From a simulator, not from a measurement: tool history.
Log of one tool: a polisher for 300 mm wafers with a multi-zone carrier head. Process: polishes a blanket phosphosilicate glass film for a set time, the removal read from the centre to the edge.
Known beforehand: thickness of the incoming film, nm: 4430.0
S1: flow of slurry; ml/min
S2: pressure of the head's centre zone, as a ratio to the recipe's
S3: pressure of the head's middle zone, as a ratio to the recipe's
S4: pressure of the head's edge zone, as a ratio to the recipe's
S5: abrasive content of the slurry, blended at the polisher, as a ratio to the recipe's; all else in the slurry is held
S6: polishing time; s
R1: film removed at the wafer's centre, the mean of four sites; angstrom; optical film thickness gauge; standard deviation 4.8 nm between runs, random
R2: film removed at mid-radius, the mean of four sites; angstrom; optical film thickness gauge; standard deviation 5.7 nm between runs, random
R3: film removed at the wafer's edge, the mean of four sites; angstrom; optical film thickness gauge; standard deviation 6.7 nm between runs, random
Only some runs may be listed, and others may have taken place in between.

run    day   S1    S2    S3    S4    S5  S6      R1      R2      R3
  1  0.000  270  1.00  1.00  1.00  1.00  70  4469.0  4540.8  4491.5
  2  0.200  275  1.02  1.01  1.00  1.05  70  4636.5  4649.0  4558.0
  3  0.571  275  1.02  1.01  1.08  1.05  70  4656.6  4697.8  4737.4
  4  0.883  280  1.04  1.02  1.08  1.10  70  4825.6  4753.3  4879.8
  5  1.121  285  1.06  1.03  1.06  1.15  70  4928.1  4893.6  4850.2
  6  1.350  290  1.07  1.03  1.05  1.20  71  5205.0  5085.6  4928.3
  7  1.388  295  1.08  1.03  1.05  1.25  71  5430.2  5170.0  5002.0
  8  1.758  300  1.09  1.04  1.06  1.25  71  5419.5  5234.8  5102.0
  9  2.092  305  1.10  1.04  1.06  1.30  71  5605.4  5393.9  5199.0
 10  2.129  310  1.11  1.04  1.06  1.30  71  5631.5  5228.0  5173.6
 11  2.438  310  1.12  1.05  1.06  1.30  71  5704.9  5326.1  5112.8
 12  2.812  310  1.13  1.05  1.06  1.30  71  5741.9  5242.0  5167.9
 13  2.912  310  1.13  1.05  1.06  1.30  71  5609.9  5292.7  5267.6
 14  3.229  315  1.13  1.05  1.05  1.30  71  5667.2  5327.9  5100.7
 15  3.512  315  1.14  1.05  1.05  1.30  71  5797.2  5298.9  5115.4

Forecast run 16:
 16  3.596  315  1.15  1.05  1.05  1.30  71   ?   ?   ?

R1: 5883.6 angstrom
R2: 5344.1 angstrom
R3: 5057.5 angstrom
